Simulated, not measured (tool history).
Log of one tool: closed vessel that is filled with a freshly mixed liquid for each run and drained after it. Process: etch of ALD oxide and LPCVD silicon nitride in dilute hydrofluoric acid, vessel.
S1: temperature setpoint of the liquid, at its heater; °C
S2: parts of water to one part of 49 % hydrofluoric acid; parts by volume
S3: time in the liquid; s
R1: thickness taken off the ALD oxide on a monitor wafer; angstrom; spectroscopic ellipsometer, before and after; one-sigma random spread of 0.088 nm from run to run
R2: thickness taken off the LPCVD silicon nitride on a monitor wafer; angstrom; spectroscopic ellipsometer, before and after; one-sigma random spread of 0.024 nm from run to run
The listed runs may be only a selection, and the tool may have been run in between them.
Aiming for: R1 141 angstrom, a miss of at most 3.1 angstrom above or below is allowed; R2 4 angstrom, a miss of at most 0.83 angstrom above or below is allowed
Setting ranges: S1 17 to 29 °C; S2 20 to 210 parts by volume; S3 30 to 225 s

run  hour    S1   S2   S3      R1      R2
  1     0    21  115  115  172.41  4.3915
  2   4.3    20  120  115  156.36   4.201
  3  10.5  19.5  120  115  155.65  4.1089
  4  16.8    19  120  115  150.92  3.6895
  5  19.7    19   90  115  208.01  5.3761
  6  27.6    19  115  115  159.69  3.2656
  7  33.3    20  120  115  157.78  3.8698
  8  40.5  19.5  125  115  148.66  4.0211
  9  47.6    19  125  115  145.06  3.2603

Which single option among these 4 for the next run brings every result within its allowed miss of target? Just one does.
  A  54.7  28.5  115   75   ?   ?
  B  54.7  24.5   80   55   ?   ?
  C  54.7    27  105   70   ?   ?
  D  54.7  17.5  125  125   ?   ?

move      R1      R2
   A  150.47  5.0345
   B  142.18   4.089
   C  147.23  4.6781
   D  147.78  3.7435
A: misses by more than the last run did
B: meets every target
C: misses by more than the last run did
D: misses by more than the last run did
Go with B: it meets all targets.

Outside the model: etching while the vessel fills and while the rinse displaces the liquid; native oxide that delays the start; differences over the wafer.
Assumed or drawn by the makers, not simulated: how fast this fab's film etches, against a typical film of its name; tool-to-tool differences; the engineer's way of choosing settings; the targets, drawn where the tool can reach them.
